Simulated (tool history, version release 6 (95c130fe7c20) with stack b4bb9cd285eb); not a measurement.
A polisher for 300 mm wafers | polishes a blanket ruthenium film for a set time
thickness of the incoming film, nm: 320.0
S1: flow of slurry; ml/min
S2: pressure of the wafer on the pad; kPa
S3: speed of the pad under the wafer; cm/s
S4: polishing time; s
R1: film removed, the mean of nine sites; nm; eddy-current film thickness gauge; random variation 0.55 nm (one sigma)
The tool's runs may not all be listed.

run	hour	S1	S2	S3	S4	R1
1	0.0	290	11.7	120	52	58.778
2	3.8	325	11.7	120	52	59.802
3	12.7	325	11.0	120	52	56.349
4	18.5	355	11.0	120	52	55.547
5	22.1	355	10.3	120	52	53.505
6	23.7	355	13.1	120	52	66.265
7	31.3	355	11.7	120	52	61.544

Forecast run 8:
8	39.1	335	11.0	120	52	?

Run 8 gave R1 57.523 nm.

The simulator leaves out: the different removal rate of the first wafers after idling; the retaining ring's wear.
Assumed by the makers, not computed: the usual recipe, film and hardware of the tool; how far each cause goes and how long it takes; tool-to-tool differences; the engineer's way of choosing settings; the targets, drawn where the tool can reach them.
